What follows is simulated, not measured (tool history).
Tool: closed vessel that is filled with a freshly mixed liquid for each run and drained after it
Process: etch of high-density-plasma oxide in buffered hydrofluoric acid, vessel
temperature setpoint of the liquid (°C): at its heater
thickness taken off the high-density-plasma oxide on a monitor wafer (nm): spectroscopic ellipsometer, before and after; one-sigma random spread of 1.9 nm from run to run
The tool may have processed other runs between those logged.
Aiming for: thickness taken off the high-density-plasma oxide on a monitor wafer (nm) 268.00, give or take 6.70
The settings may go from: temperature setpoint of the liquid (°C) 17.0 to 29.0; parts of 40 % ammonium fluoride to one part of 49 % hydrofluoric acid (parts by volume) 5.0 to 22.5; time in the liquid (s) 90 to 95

| run | day | temperature setpoint of the liquid (°C) | parts of 40 % ammonium fluoride to one part of 49 % hydrofluoric acid (parts by volume) | time in the liquid (s) | thickness taken off the high-density-plasma oxide on a monitor wafer (nm) |
|---|---|---|---|---|---|
| 1 | 0.000 | 21.0 | 13.5 | 90 | 131.00 |
| 2 | 0.104 | 21.0 | 13.5 | 95 | 140.14 |
| 3 | 0.317 | 23.0 | 13.5 | 95 | 151.94 |
| 4 | 0.612 | 25.0 | 13.5 | 95 | 171.11 |
| 5 | 0.879 | 26.0 | 12.5 | 95 | 195.19 |
| 6 | 1.000 | 27.0 | 12.0 | 95 | 213.97 |
| 7 | 1.196 | 27.0 | 12.0 | 95 | 215.34 |
| 8 | 1.458 | 29.0 | 10.0 | 95 | 278.25 |

Of the 4 settings listed for the next run, only one would bring every result within its allowed miss of target. Which one?
| A | 1.721 | 28.0 | 10.0 | 90 | ? |
| B | 1.721 | 29.0 | 10.5 | 95 | ? |
| C | 1.721 | 28.5 | 10.0 | 90 | ? |
| D | 1.721 | 27.5 | 9.5 | 90 | ? |

| move | thickness taken off the high-density-plasma oxide on a monitor wafer (nm) |
|---|---|
| A | 247.92 |
| B | 266.89 |
| C | 254.58 |
| D | 255.22 |
A: carries the result that was furthest off beyond its target, to the other side
B: every result lands within tolerance
C: carries the result that was furthest off beyond its target, to the other side
D: carries the result that was furthest off beyond its target, to the other side
The move that meets every target is B.
